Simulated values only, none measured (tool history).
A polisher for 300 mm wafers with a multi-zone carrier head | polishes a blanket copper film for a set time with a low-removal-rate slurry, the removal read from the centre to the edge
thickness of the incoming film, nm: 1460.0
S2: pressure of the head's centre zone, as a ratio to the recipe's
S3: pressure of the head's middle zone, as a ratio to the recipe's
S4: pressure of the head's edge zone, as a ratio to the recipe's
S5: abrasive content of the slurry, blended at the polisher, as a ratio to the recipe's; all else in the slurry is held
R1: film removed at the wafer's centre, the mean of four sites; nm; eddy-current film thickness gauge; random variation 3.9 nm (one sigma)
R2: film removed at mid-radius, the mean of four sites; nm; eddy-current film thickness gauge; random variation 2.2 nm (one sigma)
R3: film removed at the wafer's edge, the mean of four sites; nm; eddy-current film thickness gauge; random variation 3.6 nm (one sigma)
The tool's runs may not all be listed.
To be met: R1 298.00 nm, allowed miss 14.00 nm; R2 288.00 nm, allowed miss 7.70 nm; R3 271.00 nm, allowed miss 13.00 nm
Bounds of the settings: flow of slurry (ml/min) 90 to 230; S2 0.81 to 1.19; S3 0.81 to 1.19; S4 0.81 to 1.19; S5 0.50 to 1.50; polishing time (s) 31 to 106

Run 1, hour 0.0: flow of slurry (ml/min) 150, S2 1.00, S3 1.00, S4 1.00, S5 1.00, polishing time (s) 68. Result: R1 246.63 nm, R2 244.20 nm, R3 241.09 nm.
Run 2, hour 4.2: flow of slurry (ml/min) 155, S2 1.01, S3 1.01, S4 1.01, S5 1.00, polishing time (s) 68. Result: R1 249.96 nm, R2 249.22 nm, R3 238.70 nm.
Run 3, hour 12.7: flow of slurry (ml/min) 155, S2 1.01, S3 1.05, S4 1.01, S5 1.00, polishing time (s) 68. Result: R1 248.00 nm, R2 256.45 nm, R3 242.88 nm.
Run 4, hour 21.4: flow of slurry (ml/min) 140, S2 1.01, S3 1.05, S4 1.01, S5 1.00, polishing time (s) 68. Result: R1 246.52 nm, R2 251.56 nm, R3 233.56 nm.
Run 5, hour 29.7: flow of slurry (ml/min) 140, S2 0.95, S3 1.05, S4 1.01, S5 1.00, polishing time (s) 68. Result: R1 228.10 nm, R2 252.15 nm, R3 243.78 nm.
Run 6, hour 36.2: flow of slurry (ml/min) 140, S2 1.00, S3 1.05, S4 1.01, S5 1.00, polishing time (s) 68. Result: R1 248.69 nm, R2 246.72 nm, R3 238.55 nm.
Run 7, hour 38.4: flow of slurry (ml/min) 145, S2 1.01, S3 1.05, S4 1.02, S5 1.05, polishing time (s) 68. Result: R1 252.50 nm, R2 258.29 nm, R3 246.81 nm.
Run 8, hour 39.8: flow of slurry (ml/min) 150, S2 1.02, S3 1.05, S4 1.03, S5 1.05, polishing time (s) 68. Result: R1 257.74 nm, R2 254.30 nm, R3 237.65 nm.
Run 9, hour 40.7: flow of slurry (ml/min) 150, S2 1.02, S3 1.05, S4 1.03, S5 1.05, polishing time (s) 68. Result: R1 253.50 nm, R2 253.96 nm, R3 242.33 nm.
Run 10, hour 43.8: flow of slurry (ml/min) 155, S2 1.03, S3 1.05, S4 1.03, S5 1.10, polishing time (s) 68. Result: R1 262.23 nm, R2 257.58 nm, R3 249.15 nm.
Run 11, hour 45.4: flow of slurry (ml/min) 160, S2 1.04, S3 1.06, S4 1.03, S5 1.10, polishing time (s) 68. Result: R1 263.39 nm, R2 263.29 nm, R3 251.32 nm.
Run 12, hour 49.1: flow of slurry (ml/min) 165, S2 1.05, S3 1.06, S4 1.03, S5 1.10, polishing time (s) 68. Result: R1 270.96 nm, R2 263.61 nm, R3 249.04 nm.

Which of these 5 next moves meets every target?
Run A, hour 52.8: flow of slurry (ml/min) 215, S2 0.95, S3 1.06, S4 0.96, S5 0.75, polishing time (s) 78. Result: R1 ?, R2 ?, R3 ?.
Run B, hour 52.8: flow of slurry (ml/min) 145, S2 1.07, S3 0.84, S4 1.07, S5 1.45, polishing time (s) 72. Result: R1 ?, R2 ?, R3 ?.
Run C, hour 52.8: flow of slurry (ml/min) 180, S2 0.92, S3 1.18, S4 1.05, S5 1.15, polishing time (s) 68. Result: R1 ?, R2 ?, R3 ?.
Run D, hour 52.8: flow of slurry (ml/min) 215, S2 1.05, S3 1.04, S4 0.98, S5 1.10, polishing time (s) 73. Result: R1 ?, R2 ?, R3 ?.
Run E, hour 52.8: flow of slurry (ml/min) 150, S2 1.06, S3 1.03, S4 1.12, S5 1.05, polishing time (s) 63. Result: R1 ?, R2 ?, R3 ?.

move      R1      R2      R3
   A  268.98  290.72  263.94
   B  299.57  240.74  281.43
   C  240.00  292.95  255.51
   D  298.50  287.11  267.52
   E  245.36  233.20  236.80
A: brings the result that was furthest off to its target, and leaves another outside
B: further off than the last run
C: brings the result that was furthest off to its target, and leaves another outside
D: meets every target
E: further off than the last run
Move D is the one to make.
